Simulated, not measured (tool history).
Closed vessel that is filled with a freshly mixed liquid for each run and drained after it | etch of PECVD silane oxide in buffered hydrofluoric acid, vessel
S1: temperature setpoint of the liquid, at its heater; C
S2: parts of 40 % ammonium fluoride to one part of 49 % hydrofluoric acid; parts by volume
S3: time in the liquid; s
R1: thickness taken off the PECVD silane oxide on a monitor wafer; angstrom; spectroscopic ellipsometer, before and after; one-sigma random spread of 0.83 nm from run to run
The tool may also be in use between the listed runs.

{"run": 1, "day": 0.0, "S1": 23, "S2": 7.5, "S3": 30, "R1": 648.19}
{"run": 2, "day": 0.133, "S1": 23, "S2": 9, "S3": 30, "R1": 532.75}
{"run": 3, "day": 0.283, "S1": 23, "S2": 7, "S3": 30, "R1": 700.43}
{"run": 4, "day": 0.354, "S1": 23, "S2": 7, "S3": 30, "R1": 698.97}
{"run": 5, "day": 0.579, "S1": 24.5, "S2": 7, "S3": 30, "R1": 759.72}
{"run": 6, "day": 0.838, "S1": 24.5, "S2": 8, "S3": 30, "R1": 653.59}
{"run": 7, "day": 1.038, "S1": 26, "S2": 7.5, "S3": 30, "R1": 755.97}

What does the tool deliver on the next run?
{"run": 8, "day": 1.171, "S1": 27.5, "S2": 7, "S3": 30, "R1": "?"}

R1: 892.15 angstrom
